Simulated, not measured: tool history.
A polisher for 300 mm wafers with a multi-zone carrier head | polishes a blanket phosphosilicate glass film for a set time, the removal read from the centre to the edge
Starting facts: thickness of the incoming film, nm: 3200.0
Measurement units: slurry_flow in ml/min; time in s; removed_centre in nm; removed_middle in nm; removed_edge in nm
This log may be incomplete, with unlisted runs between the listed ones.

{"run": 1, "hour": 0.0, "slurry_flow": 285, "centre_zone": 1, "middle_zone": 1, "edge_zone": 1, "slurry_solids": 1, "time": 67, "removed_centre": 645.29, "removed_middle": 620.88, "removed_edge": 642.37}
{"run": 2, "hour": 4.2, "slurry_flow": 270, "centre_zone": 0.95, "middle_zone": 0.96, "edge_zone": 0.99, "slurry_solids": 0.85, "time": 58, "removed_centre": 486.54, "removed_middle": 494.9, "removed_edge": 512.27}
{"run": 3, "hour": 12.9, "slurry_flow": 270, "centre_zone": 0.95, "middle_zone": 0.96, "edge_zone": 0.99, "slurry_solids": 0.95, "time": 58, "removed_centre": 524.33, "removed_middle": 525.66, "removed_edge": 538.47}
{"run": 4, "hour": 17.9, "slurry_flow": 260, "centre_zone": 0.93, "middle_zone": 0.92, "edge_zone": 1.02, "slurry_solids": 0.8, "time": 51, "removed_centre": 413.69, "removed_middle": 413.11, "removed_edge": 450.94}
{"run": 5, "hour": 21.3, "slurry_flow": 260, "centre_zone": 0.93, "middle_zone": 0.92, "edge_zone": 1.02, "slurry_solids": 0.6, "time": 51, "removed_centre": 364.21, "removed_middle": 364.15, "removed_edge": 397.63}
{"run": 6, "hour": 27.4, "slurry_flow": 260, "centre_zone": 0.93, "middle_zone": 0.92, "edge_zone": 1.02, "slurry_solids": 0.8, "time": 51, "removed_centre": 412.56, "removed_middle": 403.17, "removed_edge": 446.47}
{"run": 7, "hour": 35.5, "slurry_flow": 215, "centre_zone": 0.83, "middle_zone": 0.82, "edge_zone": 0.96, "slurry_solids": 0.55, "time": 37, "removed_centre": 219.41, "removed_middle": 225.89, "removed_edge": 262.36}
{"run": 8, "hour": 37.6, "slurry_flow": 260, "centre_zone": 0.83, "middle_zone": 0.83, "edge_zone": 0.99, "slurry_solids": 0.55, "time": 37, "removed_centre": 224.3, "removed_middle": 228.38, "removed_edge": 269.72}
{"run": 9, "hour": 40.4, "slurry_flow": 255, "centre_zone": 0.84, "middle_zone": 0.86, "edge_zone": 1.03, "slurry_solids": 0.55, "time": 37, "removed_centre": 228.48, "removed_middle": 233.22, "removed_edge": 276.24}
{"run": 10, "hour": 41.4, "slurry_flow": 260, "centre_zone": 0.85, "middle_zone": 0.89, "edge_zone": 1.06, "slurry_solids": 0.55, "time": 37, "removed_centre": 231.53, "removed_middle": 244.96, "removed_edge": 279.28}
{"run": 11, "hour": 44.2, "slurry_flow": 275, "centre_zone": 0.86, "middle_zone": 0.9, "edge_zone": 1.09, "slurry_solids": 0.55, "time": 37, "removed_centre": 232.96, "removed_middle": 248.93, "removed_edge": 289.71}
{"run": 12, "hour": 45.0, "slurry_flow": 285, "centre_zone": 0.87, "middle_zone": 0.9, "edge_zone": 1.1, "slurry_solids": 0.55, "time": 37, "removed_centre": 243.68, "removed_middle": 241.56, "removed_edge": 287.07}
{"run": 13, "hour": 50.1, "slurry_flow": 275, "centre_zone": 0.87, "middle_zone": 0.91, "edge_zone": 1.12, "slurry_solids": 0.55, "time": 37, "removed_centre": 239.51, "removed_middle": 251.46, "removed_edge": 289.78}

Expected results for the next run?
{"run": 14, "hour": 54.6, "slurry_flow": 280, "centre_zone": 0.87, "middle_zone": 0.92, "edge_zone": 1.14, "slurry_solids": 0.55, "time": 37, "removed_centre": "?", "removed_middle": "?", "removed_edge": "?"}

{"run 14": {"removed_centre": 238.7, "removed_middle": 255.02, "removed_edge": 292.54}}
